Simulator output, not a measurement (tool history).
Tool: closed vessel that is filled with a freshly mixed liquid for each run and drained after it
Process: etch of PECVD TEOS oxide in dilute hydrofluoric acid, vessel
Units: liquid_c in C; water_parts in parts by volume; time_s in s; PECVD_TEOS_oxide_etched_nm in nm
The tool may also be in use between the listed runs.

Run 1, hour 0: liquid_c 25 C, water_parts 295 parts by volume, time_s 500 s. Result: PECVD_TEOS_oxide_etched_nm 18.302 nm.
Run 2, hour 3.7: liquid_c 28.5 C, water_parts 295 parts by volume, time_s 500 s. Result: PECVD_TEOS_oxide_etched_nm 20.661 nm.
Run 3, hour 4.4: liquid_c 25.5 C, water_parts 305 parts by volume, time_s 500 s. Result: PECVD_TEOS_oxide_etched_nm 17.88 nm.
Run 4, hour 10.2: liquid_c 25.5 C, water_parts 200 parts by volume, time_s 500 s. Result: PECVD_TEOS_oxide_etched_nm 30.118 nm.
Run 5, hour 17.1: liquid_c 25.5 C, water_parts 200 parts by volume, time_s 540 s. Result: PECVD_TEOS_oxide_etched_nm 32.866 nm.
Run 6, hour 17.8: liquid_c 23 C, water_parts 245 parts by volume, time_s 540 s. Result: PECVD_TEOS_oxide_etched_nm 23.3 nm.
Run 7, hour 20.4: liquid_c 21.5 C, water_parts 270 parts by volume, time_s 540 s. Result: PECVD_TEOS_oxide_etched_nm 19.472 nm.
Run 8, hour 23.1: liquid_c 20 C, water_parts 290 parts by volume, time_s 540 s. Result: PECVD_TEOS_oxide_etched_nm 16.842 nm.

Forecast run 9:
At hour 29.8: thermometer replaced.
Run 9, hour 29.8: liquid_c 19 C, water_parts 305 parts by volume, time_s 540 s. Result: PECVD_TEOS_oxide_etched_nm ?.

Run 9 gave PECVD_TEOS_oxide_etched_nm 16.423 nm.
